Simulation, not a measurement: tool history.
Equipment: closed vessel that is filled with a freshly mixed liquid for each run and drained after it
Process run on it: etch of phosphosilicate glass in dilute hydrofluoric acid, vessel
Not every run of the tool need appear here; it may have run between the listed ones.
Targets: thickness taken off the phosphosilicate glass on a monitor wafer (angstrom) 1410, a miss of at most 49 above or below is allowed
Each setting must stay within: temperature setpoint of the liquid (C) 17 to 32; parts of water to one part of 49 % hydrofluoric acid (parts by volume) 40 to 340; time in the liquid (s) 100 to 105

run	hour	temperature setpoint of the liquid (C)	parts of water to one part of 49 % hydrofluoric acid (parts by volume)	time in the liquid (s)	thickness taken off the phosphosilicate glass on a monitor wafer (angstrom)
1	0	24	190	100	499.48
2	4.4	24	230	100	402.05
3	13.7	21.5	230	100	366.54
4	20.9	21.5	230	100	362.35
5	29.3	24	185	100	526.91
6	30.7	24	185	105	549.09
7	37.2	26	155	105	723.09
8	41.8	27.5	135	105	902.09
9	50.2	28.5	125	105	1035.7
10	52.4	29.5	120	105	1122.5
11	56.5	30	115	105	1192.6
12	60.3	32	95	105	1590.9
13	65.4	31.5	95	105	1581.3
14	70.8	31.5	95	105	1577.2
15	79	28.5	100	105	1314.2
16	81.7	29	100	105	1327.9

Which of these 5 next moves meets every target?
A	84.4	27.5	100	105	?
B	84.4	28	95	100	?
C	84.4	31.5	110	105	?
D	84.4	30	110	105	?
E	84.4	30	100	105	?

move	thickness taken off the phosphosilicate glass on a monitor wafer (angstrom)
A	1264.8
B	1301.2
C	1317.5
D	1246.6
E	1390.6
A: misses by more than the last run did
B: misses by more than the last run did
C: misses by more than the last run did
D: misses by more than the last run did
E: all results land within tolerance of their targets
So the answer is move E, the one that meets all the targets.
